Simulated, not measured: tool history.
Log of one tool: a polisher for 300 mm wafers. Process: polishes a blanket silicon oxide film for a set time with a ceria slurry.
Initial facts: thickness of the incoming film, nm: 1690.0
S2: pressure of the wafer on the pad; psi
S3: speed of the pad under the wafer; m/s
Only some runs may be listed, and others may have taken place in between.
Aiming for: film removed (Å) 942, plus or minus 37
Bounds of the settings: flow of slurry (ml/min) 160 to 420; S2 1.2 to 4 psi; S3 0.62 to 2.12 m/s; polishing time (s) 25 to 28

{"run": 1, "hour": 0.0, "flow of slurry (ml/min)": 270, "S2": 2.6, "S3": 1.36, "polishing time (s)": 28, "film removed (Å)": 1555.2}
{"run": 2, "hour": 2.0, "flow of slurry (ml/min)": 225, "S2": 2.6, "S3": 1.36, "polishing time (s)": 28, "film removed (Å)": 1520.9}
{"run": 3, "hour": 6.4, "flow of slurry (ml/min)": 225, "S2": 2.6, "S3": 1.56, "polishing time (s)": 28, "film removed (Å)": 1719.7}
{"run": 4, "hour": 15.4, "flow of slurry (ml/min)": 225, "S2": 2.4, "S3": 1.54, "polishing time (s)": 28, "film removed (Å)": 1588.7}
{"hour": 20.8, "done": "slurry nozzle cleaned"}
{"run": 5, "hour": 20.8, "flow of slurry (ml/min)": 225, "S2": 2.4, "S3": 1.72, "polishing time (s)": 28, "film removed (Å)": 1933}
{"run": 6, "hour": 24.8, "flow of slurry (ml/min)": 225, "S2": 2.4, "S3": 2, "polishing time (s)": 28, "film removed (Å)": 2187.6}
{"run": 7, "hour": 26.5, "flow of slurry (ml/min)": 225, "S2": 1.7, "S3": 1.62, "polishing time (s)": 25, "film removed (Å)": 1169.2}
{"run": 8, "hour": 28.6, "flow of slurry (ml/min)": 225, "S2": 1.6, "S3": 1.62, "polishing time (s)": 25, "film removed (Å)": 1119.1}
{"run": 9, "hour": 32.9, "flow of slurry (ml/min)": 225, "S2": 1.4, "S3": 1.62, "polishing time (s)": 25, "film removed (Å)": 1005.2}

Pick the move, out of 4, that brings all results within their allowed miss; only one does.
{"run": "A", "hour": 37.2, "flow of slurry (ml/min)": 175, "S2": 1.6, "S3": 1.42, "polishing time (s)": 28, "film removed (Å)": "?"}
{"run": "B", "hour": 37.2, "flow of slurry (ml/min)": 255, "S2": 1.3, "S3": 1.44, "polishing time (s)": 28, "film removed (Å)": "?"}
{"run": "C", "hour": 37.2, "flow of slurry (ml/min)": 210, "S2": 1.5, "S3": 1.46, "polishing time (s)": 28, "film removed (Å)": "?"}
{"run": "D", "hour": 37.2, "flow of slurry (ml/min)": 205, "S2": 1.5, "S3": 1.14, "polishing time (s)": 28, "film removed (Å)": "?"}

move=A film_removed_(Å)=1041.7
move=B film_removed_(Å)=934.85
move=C film_removed_(Å)=1043
move=D film_removed_(Å)=817.86
A: its largest miss is bigger than the last run's
B: every result within its allowed miss
C: its largest miss is bigger than the last run's
D: pushes the last run's worst result past its target
B meets every target.
